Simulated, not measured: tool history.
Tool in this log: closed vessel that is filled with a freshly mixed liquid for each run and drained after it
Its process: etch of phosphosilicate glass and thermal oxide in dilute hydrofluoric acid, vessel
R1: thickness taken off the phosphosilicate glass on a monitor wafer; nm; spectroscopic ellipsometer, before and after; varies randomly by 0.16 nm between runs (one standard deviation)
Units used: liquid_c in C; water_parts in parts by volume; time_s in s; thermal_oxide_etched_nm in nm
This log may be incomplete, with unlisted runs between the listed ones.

Run 1, hour 0: liquid_c 24 C, water_parts 190 parts by volume, time_s 60 s. Result: R1 16.163 nm, thermal_oxide_etched_nm 1.2272 nm.
Run 2, hour 4.1: liquid_c 25 C, water_parts 185 parts by volume, time_s 60 s. Result: R1 17.404 nm, thermal_oxide_etched_nm 1.3712 nm.
Run 3, hour 11.2: liquid_c 21.5 C, water_parts 185 parts by volume, time_s 60 s. Result: R1 15.411 nm, thermal_oxide_etched_nm 1.2001 nm.
Run 4, hour 20: liquid_c 21.5 C, water_parts 210 parts by volume, time_s 60 s. Result: R1 13.095 nm, thermal_oxide_etched_nm 1.0548 nm.
Run 5, hour 22.7: liquid_c 18 C, water_parts 210 parts by volume, time_s 60 s. Result: R1 11.485 nm, thermal_oxide_etched_nm 0.90451 nm.
Run 6, hour 24.5: liquid_c 17 C, water_parts 210 parts by volume, time_s 60 s. Result: R1 11.183 nm, thermal_oxide_etched_nm 0.87139 nm.
Run 7, hour 28.6: liquid_c 19 C, water_parts 205 parts by volume, time_s 60 s. Result: R1 12.324 nm, thermal_oxide_etched_nm 0.94266 nm.
Run 8, hour 29.2: liquid_c 20.5 C, water_parts 200 parts by volume, time_s 60 s. Result: R1 13.472 nm, thermal_oxide_etched_nm 1.0702 nm.
Run 9, hour 33.6: liquid_c 22 C, water_parts 195 parts by volume, time_s 60 s. Result: R1 14.638 nm, thermal_oxide_etched_nm 1.1561 nm.
Run 10, hour 35.5: liquid_c 23.5 C, water_parts 190 parts by volume, time_s 60 s. Result: R1 15.913 nm, thermal_oxide_etched_nm 1.2721 nm.
Run 11, hour 41.4: liquid_c 24.5 C, water_parts 185 parts by volume, time_s 60 s. Result: R1 17.073 nm, thermal_oxide_etched_nm 1.3376 nm.
Run 12, hour 44.4: liquid_c 25.5 C, water_parts 185 parts by volume, time_s 60 s. Result: R1 17.826 nm, thermal_oxide_etched_nm 1.4028 nm.
Run 13, hour 49.4: liquid_c 26.5 C, water_parts 185 parts by volume, time_s 60 s. Result: R1 18.38 nm, thermal_oxide_etched_nm 1.4972 nm.
Run 14, hour 52.7: liquid_c 27 C, water_parts 180 parts by volume, time_s 60 s. Result: R1 19.281 nm, thermal_oxide_etched_nm 1.5251 nm.

Run 15 has not been measured yet. What should we expect?
Run 15, hour 54.2: liquid_c 27 C, water_parts 180 parts by volume, time_s 60 s. Result: R1 ?, thermal_oxide_etched_nm ?.

R1: 19.261 nm
thermal_oxide_etched_nm: 1.5875 nm
